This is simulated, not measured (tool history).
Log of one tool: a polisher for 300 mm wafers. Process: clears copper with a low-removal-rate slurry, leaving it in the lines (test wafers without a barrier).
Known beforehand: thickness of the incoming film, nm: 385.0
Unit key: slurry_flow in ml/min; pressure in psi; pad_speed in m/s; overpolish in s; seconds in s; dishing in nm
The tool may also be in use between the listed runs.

run  hour  slurry_flow  pressure  pad_speed  slurry_solids  overpolish  seconds  dishing
  1     0          155         4       0.86              1          27   131.34   52.745
  2   3.4          170         4       0.86              1          27   126.35   53.269
  3   5.5          190       3.6        0.9              1          21   131.36   43.896
  4  12.3          190       4.2        0.9              1          21   115.27   45.467
  5  19.5          190         5        0.9              1          21   101.89   54.774
  6  22.4          190         5       0.72              1          21   127.82   45.995

The next listed run, before its measurement:
  7    27          205       4.1       0.84           0.95          17        ?        ?

Run 7 produced seconds 127.29 s, dishing 35.982 nm.
